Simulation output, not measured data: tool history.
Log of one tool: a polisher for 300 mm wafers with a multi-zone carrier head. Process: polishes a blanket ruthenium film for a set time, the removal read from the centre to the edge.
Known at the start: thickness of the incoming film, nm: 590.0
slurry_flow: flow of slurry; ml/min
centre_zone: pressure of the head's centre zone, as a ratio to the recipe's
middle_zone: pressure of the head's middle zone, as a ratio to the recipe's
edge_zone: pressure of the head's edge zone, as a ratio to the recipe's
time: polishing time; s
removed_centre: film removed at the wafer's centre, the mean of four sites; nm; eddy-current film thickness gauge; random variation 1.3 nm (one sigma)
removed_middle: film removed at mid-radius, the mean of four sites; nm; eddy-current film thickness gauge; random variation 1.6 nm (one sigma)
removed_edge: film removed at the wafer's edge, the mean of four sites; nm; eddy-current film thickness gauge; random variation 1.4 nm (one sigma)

run  hour  slurry_flow  centre_zone  middle_zone  edge_zone  time  removed_centre  removed_middle  removed_edge
  1     0          275            1            1          1    88          108.78          110.97        109.17
  2   6.8          310            1            1          1    88          109.82          110.96        111.85
  3  14.8          325         1.01         0.99       1.04    90          111.18          113.57        115.91
  4  20.6          335         1.02         0.96       1.06    93          119.07          112.69        123.05
  5  27.5          340         1.02         0.96       1.08    94          121.42          114.92         124.6
  6  32.2          340         1.02            1       1.08    94          119.67          118.76        123.42
     40.4  -- slurry nozzle cleaned
  7  40.4          345         1.01         0.98       1.09    95          124.04          123.98        130.33

Run 8 comes next. What will it give?
  8  46.5          350         1.01         0.96        1.1    95               ?               ?             ?

Run 8 gave removed_centre 122.43 nm, removed_middle 123.37 nm, removed_edge 132.54 nm.

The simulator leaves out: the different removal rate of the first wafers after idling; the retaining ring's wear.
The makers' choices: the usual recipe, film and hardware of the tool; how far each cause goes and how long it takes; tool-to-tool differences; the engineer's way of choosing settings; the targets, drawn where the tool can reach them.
